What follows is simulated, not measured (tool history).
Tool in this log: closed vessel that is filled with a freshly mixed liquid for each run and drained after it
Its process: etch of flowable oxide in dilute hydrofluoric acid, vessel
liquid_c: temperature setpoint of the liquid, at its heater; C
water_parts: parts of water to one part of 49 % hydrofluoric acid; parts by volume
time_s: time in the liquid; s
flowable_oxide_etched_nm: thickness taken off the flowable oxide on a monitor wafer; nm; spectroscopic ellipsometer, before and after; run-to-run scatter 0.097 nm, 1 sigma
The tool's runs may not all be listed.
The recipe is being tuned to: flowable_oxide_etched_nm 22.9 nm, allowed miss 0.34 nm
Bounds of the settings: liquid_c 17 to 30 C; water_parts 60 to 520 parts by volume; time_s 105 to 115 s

run 1 hour=0 | liquid_c=22 water_parts=290 time_s=105 | flowable_oxide_etched_nm=12.476
run 2 hour=4.1 | liquid_c=22 water_parts=290 time_s=115 | flowable_oxide_etched_nm=13.611
run 3 hour=8.1 | liquid_c=25.5 water_parts=290 time_s=115 | flowable_oxide_etched_nm=15.479
run 4 hour=14.9 | liquid_c=26 water_parts=280 time_s=115 | flowable_oxide_etched_nm=16.513
-- hour=24.2 hydrofluoric acid flow meter replaced
run 5 hour=24.2 | liquid_c=26.5 water_parts=275 time_s=115 | flowable_oxide_etched_nm=14.949
run 6 hour=29.3 | liquid_c=26.5 water_parts=255 time_s=115 | flowable_oxide_etched_nm=16.316
run 7 hour=34.3 | liquid_c=27 water_parts=235 time_s=115 | flowable_oxide_etched_nm=18.58
run 8 hour=39.2 | liquid_c=27.5 water_parts=230 time_s=115 | flowable_oxide_etched_nm=19.412
run 9 hour=44.2 | liquid_c=28 water_parts=225 time_s=115 | flowable_oxide_etched_nm=20.293
run 10 hour=45.6 | liquid_c=28.5 water_parts=220 time_s=115 | flowable_oxide_etched_nm=21.442

4 candidate next runs follow, results not yet known. Just one meets every target within its allowed miss. Identify it.
run A hour=47 | liquid_c=30 water_parts=210 time_s=115 | flowable_oxide_etched_nm=?
run B hour=47 | liquid_c=29.5 water_parts=205 time_s=115 | flowable_oxide_etched_nm=?
run C hour=47 | liquid_c=29 water_parts=210 time_s=115 | flowable_oxide_etched_nm=?
run D hour=47 | liquid_c=27.5 water_parts=195 time_s=115 | flowable_oxide_etched_nm=?

move=A flowable_oxide_etched_nm=23.72
move=B flowable_oxide_etched_nm=24.028
move=C flowable_oxide_etched_nm=22.916
move=D flowable_oxide_etched_nm=23.827
A: takes the result that was furthest off past its target
B: takes the result that was furthest off past its target
C: all results in spec
D: takes the result that was furthest off past its target
The move that meets every target is C.
